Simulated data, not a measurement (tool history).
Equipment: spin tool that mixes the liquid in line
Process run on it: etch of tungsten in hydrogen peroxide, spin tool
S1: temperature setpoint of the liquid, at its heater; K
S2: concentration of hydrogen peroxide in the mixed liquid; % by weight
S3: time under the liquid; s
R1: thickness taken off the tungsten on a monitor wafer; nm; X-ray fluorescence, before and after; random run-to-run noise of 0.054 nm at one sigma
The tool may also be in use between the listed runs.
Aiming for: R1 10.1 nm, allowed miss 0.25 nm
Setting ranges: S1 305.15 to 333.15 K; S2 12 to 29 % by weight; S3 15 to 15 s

Run 1, hour 0: S1 317.15 K, S2 19.5 % by weight, S3 15 s. Result: R1 16.899 nm.
Run 2, hour 1.7: S1 317.15 K, S2 24 % by weight, S3 15 s. Result: R1 18.461 nm.
Run 3, hour 7.2: S1 314.15 K, S2 24 % by weight, S3 15 s. Result: R1 15.355 nm.
Run 4, hour 8.9: S1 312.15 K, S2 24 % by weight, S3 15 s. Result: R1 13.575 nm.
Run 5, hour 14.6: S1 312.15 K, S2 24 % by weight, S3 15 s. Result: R1 13.505 nm.
Run 6, hour 16.3: S1 312.15 K, S2 21.5 % by weight, S3 15 s. Result: R1 12.634 nm.
Run 7, hour 22.5: S1 311.15 K, S2 21.5 % by weight, S3 15 s. Result: R1 11.914 nm.
Run 8, hour 23.4: S1 310.15 K, S2 21.5 % by weight, S3 15 s. Result: R1 11.125 nm.
Run 9, hour 26.1: S1 309.65 K, S2 21.5 % by weight, S3 15 s. Result: R1 10.835 nm.
Run 10, hour 26.9: S1 309.15 K, S2 21.5 % by weight, S3 15 s. Result: R1 10.43 nm.
Run 11, hour 32.6: S1 309.15 K, S2 21.5 % by weight, S3 15 s. Result: R1 10.471 nm.

Which one of the following 4 next-run settings gets every result inside its allowed miss? There is exactly one.
Run A, hour 38.3: S1 310.15 K, S2 23 % by weight, S3 15 s. Result: R1 ?.
Run B, hour 38.3: S1 309.15 K, S2 22 % by weight, S3 15 s. Result: R1 ?.
Run C, hour 38.3: S1 308.15 K, S2 22.5 % by weight, S3 15 s. Result: R1 ?.
Run D, hour 38.3: S1 309.15 K, S2 23.5 % by weight, S3 15 s. Result: R1 ?.

move      R1
   A  11.498
   B  10.521
   C  9.9502
   D  10.874
A: moves away from the targets compared with the last run
B: moves away from the targets compared with the last run
C: meets every target
D: moves away from the targets compared with the last run
Answer: C

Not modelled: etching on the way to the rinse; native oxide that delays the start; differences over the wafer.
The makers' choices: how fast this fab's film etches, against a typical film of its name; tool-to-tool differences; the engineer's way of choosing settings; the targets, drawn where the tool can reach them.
